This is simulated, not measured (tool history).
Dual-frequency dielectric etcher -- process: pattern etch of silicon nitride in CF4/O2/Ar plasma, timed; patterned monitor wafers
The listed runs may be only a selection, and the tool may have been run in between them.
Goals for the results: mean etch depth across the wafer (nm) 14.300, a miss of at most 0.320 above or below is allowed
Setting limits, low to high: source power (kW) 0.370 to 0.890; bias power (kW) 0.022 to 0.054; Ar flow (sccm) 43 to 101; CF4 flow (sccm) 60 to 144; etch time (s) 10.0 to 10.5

run,day,source power (kW),bias power (kW),Ar flow (sccm),CF4 flow (sccm),etch time (s),mean etch depth across the wafer (nm)
1,0.000,0.630,0.038,72,102,10.5,23.000
2,0.308,0.590,0.036,73,101,10.5,21.404
3,0.329,0.590,0.036,73,111,10.5,21.810
4,0.612,0.550,0.034,74,109,10.5,19.874
5,0.925,0.550,0.034,82,109,10.5,19.727
6,1.188,0.520,0.033,83,108,10.5,18.472
7,1.350,0.490,0.032,83,108,10.5,17.249
8,1.638,0.470,0.032,83,108,10.5,16.509
9,1.925,0.460,0.032,83,108,10.5,16.466
10,2.000,0.460,0.032,83,108,10.5,16.272
11,2.100,0.450,0.032,83,108,10.5,15.887
12,2.471,0.440,0.032,83,108,10.5,15.635
13,2.562,0.430,0.032,83,108,10.5,15.485
14,2.779,0.370,0.032,83,108,10.5,13.168
15,2.983,0.380,0.032,83,108,10.5,13.740

Consider the 5 candidate settings below. Which is the only one whose results all fall within their allowed miss of target?
A,3.188,0.370,0.036,74,114,10.0,?
B,3.188,0.410,0.036,90,108,10.0,?
C,3.188,0.370,0.031,76,108,10.0,?
D,3.188,0.390,0.033,82,114,10.0,?
E,3.188,0.390,0.029,78,97,10.5,?

move,mean etch depth across the wafer (nm)
A,13.430
B,14.355
C,12.783
D,13.610
E,13.637
A: the biggest miss grows against the last run
B: every result lands within tolerance
C: the biggest miss grows against the last run
D: the biggest miss grows against the last run
E: the biggest miss grows against the last run
Go with B: it meets all targets.

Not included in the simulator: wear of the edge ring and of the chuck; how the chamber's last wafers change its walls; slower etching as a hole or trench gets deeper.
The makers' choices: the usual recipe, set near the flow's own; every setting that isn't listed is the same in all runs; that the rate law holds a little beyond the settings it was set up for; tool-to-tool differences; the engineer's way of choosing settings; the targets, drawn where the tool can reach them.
